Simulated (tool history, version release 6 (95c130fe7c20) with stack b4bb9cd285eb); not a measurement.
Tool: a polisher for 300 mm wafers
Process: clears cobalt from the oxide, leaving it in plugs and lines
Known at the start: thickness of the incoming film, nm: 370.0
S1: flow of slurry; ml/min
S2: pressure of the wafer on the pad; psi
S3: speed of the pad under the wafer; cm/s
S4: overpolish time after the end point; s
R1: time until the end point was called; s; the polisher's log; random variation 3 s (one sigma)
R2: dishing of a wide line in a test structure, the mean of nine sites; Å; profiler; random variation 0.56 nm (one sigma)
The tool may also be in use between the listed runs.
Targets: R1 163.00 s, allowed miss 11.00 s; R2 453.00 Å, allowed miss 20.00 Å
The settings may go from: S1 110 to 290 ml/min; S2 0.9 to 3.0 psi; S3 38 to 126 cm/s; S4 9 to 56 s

run	hour	S1	S2	S3	S4	R1	R2
1	0.0	185	1.9	82	29	117.18	467.20
2	7.5	185	1.8	82	31	124.18	464.82
3	14.5	185	1.5	82	31	145.57	430.40
4	17.4	185	1.5	82	33	148.43	438.54
5	23.7	185	1.5	82	34	145.14	455.64
6	26.5	155	1.5	82	34	151.51	438.65
7	33.5	155	1.5	82	35	147.17	441.44
8	42.1	155	1.5	82	36	149.89	450.34

5 next moves are on the table. One of them brings every result within its allowed miss. Which?
A	50.7	175	1.5	90	40	?	?
B	50.7	190	1.1	102	40	?	?
C	50.7	180	1.7	82	44	?	?
D	50.7	175	1.6	70	54	?	?
E	50.7	115	1.9	82	43	?	?

move	R1	R2
A	130.12	488.72
B	153.43	462.05
C	125.31	508.06
D	154.75	509.13
E	123.70	505.83
A: further off than the last run
B: meets every target
C: further off than the last run
D: brings the result that was furthest off to its target, and leaves another outside
E: further off than the last run
Answer: B

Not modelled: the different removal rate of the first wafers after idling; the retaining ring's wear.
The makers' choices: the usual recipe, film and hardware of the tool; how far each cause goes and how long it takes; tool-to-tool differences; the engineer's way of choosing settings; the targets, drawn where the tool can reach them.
